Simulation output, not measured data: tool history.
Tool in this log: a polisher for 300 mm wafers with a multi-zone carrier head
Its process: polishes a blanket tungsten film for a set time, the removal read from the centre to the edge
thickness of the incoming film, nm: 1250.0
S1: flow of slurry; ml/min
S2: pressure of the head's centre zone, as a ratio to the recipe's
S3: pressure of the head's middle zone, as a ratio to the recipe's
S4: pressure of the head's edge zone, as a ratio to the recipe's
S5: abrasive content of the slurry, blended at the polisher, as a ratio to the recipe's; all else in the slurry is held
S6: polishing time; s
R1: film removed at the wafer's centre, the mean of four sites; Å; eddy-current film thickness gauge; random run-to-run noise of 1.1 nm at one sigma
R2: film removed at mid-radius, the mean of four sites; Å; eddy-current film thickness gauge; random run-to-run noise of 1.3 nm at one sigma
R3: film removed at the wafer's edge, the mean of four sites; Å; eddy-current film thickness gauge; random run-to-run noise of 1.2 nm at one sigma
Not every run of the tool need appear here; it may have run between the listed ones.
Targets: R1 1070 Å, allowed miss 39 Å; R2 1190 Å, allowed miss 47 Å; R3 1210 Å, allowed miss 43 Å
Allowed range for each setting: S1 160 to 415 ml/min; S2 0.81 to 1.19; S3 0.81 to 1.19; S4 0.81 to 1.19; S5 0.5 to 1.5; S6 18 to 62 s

Run 1, hour 0: S1 265 ml/min, S2 1, S3 1, S4 1, S5 1, S6 40 s. Result: R1 2094.2 Å, R2 2150.9 Å, R3 2101.8 Å.
Run 2, hour 3.9: S1 320 ml/min, S2 1, S3 1, S4 1, S5 1, S6 40 s. Result: R1 2176.6 Å, R2 2123.8 Å, R3 2132.8 Å.
Run 3, hour 10.3: S1 305 ml/min, S2 0.95, S3 0.97, S4 0.97, S5 0.85, S6 35 s. Result: R1 1766.4 Å, R2 1820.7 Å, R3 1796.1 Å.
Run 4, hour 14: S1 300 ml/min, S2 0.91, S3 0.94, S4 0.96, S5 0.75, S6 31 s. Result: R1 1435.3 Å, R2 1514.6 Å, R3 1573.2 Å.
Run 5, hour 15.5: S1 300 ml/min, S2 0.91, S3 0.94, S4 0.96, S5 0.75, S6 27 s. Result: R1 1254.3 Å, R2 1335.7 Å, R3 1376.4 Å.
Run 6, hour 16.6: S1 285 ml/min, S2 0.89, S3 0.93, S4 0.93, S5 0.65, S6 27 s. Result: R1 1222 Å, R2 1287.3 Å, R3 1323.9 Å.
Run 7, hour 18.7: S1 285 ml/min, S2 0.89, S3 0.93, S4 0.93, S5 0.65, S6 27 s. Result: R1 1191.2 Å, R2 1287.9 Å, R3 1288.1 Å.
Run 8, hour 23.2: S1 265 ml/min, S2 0.88, S3 0.92, S4 0.93, S5 0.65, S6 27 s. Result: R1 1177.7 Å, R2 1277.5 Å, R3 1305.4 Å.
Run 9, hour 31: S1 255 ml/min, S2 0.86, S3 0.91, S4 0.91, S5 0.6, S6 27 s. Result: R1 1131.3 Å, R2 1231.8 Å, R3 1283.7 Å.

Below are 4 possible settings for the next run. Only one of them brings all results inside the allowed miss of their targets. Which is it?
Run A, hour 38.8: S1 170 ml/min, S2 0.84, S3 0.89, S4 0.83, S5 0.6, S6 28 s. Result: R1 ?, R2 ?, R3 ?.
Run B, hour 38.8: S1 250 ml/min, S2 0.87, S3 0.86, S4 0.94, S5 0.8, S6 24 s. Result: R1 ?, R2 ?, R3 ?.
Run C, hour 38.8: S1 305 ml/min, S2 0.85, S3 1.12, S4 0.91, S5 0.5, S6 24 s. Result: R1 ?, R2 ?, R3 ?.
Run D, hour 38.8: S1 290 ml/min, S2 0.83, S3 1.08, S4 0.9, S5 0.5, S6 25 s. Result: R1 ?, R2 ?, R3 ?.

move      R1      R2      R3
   A    1039  1193.8  1203.9
   B  1032.6  1111.6  1193.7
   C  971.07    1272  1118.2
   D  981.48  1285.3  1154.7
A: all results in spec
B: puts the biggest miss on target and leaves a different result outside tolerance
C: takes the biggest miss from the last run beyond its target
D: takes the biggest miss from the last run beyond its target
The right move is A.
